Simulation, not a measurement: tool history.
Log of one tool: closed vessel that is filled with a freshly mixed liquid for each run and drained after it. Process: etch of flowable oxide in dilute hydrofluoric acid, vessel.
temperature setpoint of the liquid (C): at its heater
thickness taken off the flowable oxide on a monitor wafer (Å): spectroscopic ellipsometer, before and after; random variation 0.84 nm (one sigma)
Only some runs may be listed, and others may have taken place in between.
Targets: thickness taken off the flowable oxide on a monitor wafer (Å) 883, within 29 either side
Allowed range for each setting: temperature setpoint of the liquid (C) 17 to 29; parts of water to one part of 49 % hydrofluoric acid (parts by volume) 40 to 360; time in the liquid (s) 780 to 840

run,hour,temperature setpoint of the liquid (C),parts of water to one part of 49 % hydrofluoric acid (parts by volume),time in the liquid (s),thickness taken off the flowable oxide on a monitor wafer (Å)
1,0,21,200,780,684.08
2,1.8,22.5,200,780,726.32
3,3.9,23.5,200,780,754.34
4,11.3,23.5,165,780,951.38
5,13.6,23.5,165,780,936.31
6,19.9,23.5,165,780,938.53
7,25.6,23.5,165,780,943.35
8,28.5,23,165,780,928.06

5 next moves are on the table. One of them brings every result within its allowed miss. Which?
A,31.4,26,205,795,?
B,31.4,21.5,185,840,?
C,31.4,26.5,175,840,?
D,31.4,23,175,805,?
E,31.4,26,220,840,?

move,thickness taken off the flowable oxide on a monitor wafer (Å)
A,801.24
B,810.82
C,1045.2
D,879.08
E,775.85
A: carries the result that was furthest off beyond its target, to the other side
B: carries the result that was furthest off beyond its target, to the other side
C: misses by more than the last run did
D: hits every target within its allowed miss
E: carries the result that was furthest off beyond its target, to the other side
Correct choice: D, which meets every target

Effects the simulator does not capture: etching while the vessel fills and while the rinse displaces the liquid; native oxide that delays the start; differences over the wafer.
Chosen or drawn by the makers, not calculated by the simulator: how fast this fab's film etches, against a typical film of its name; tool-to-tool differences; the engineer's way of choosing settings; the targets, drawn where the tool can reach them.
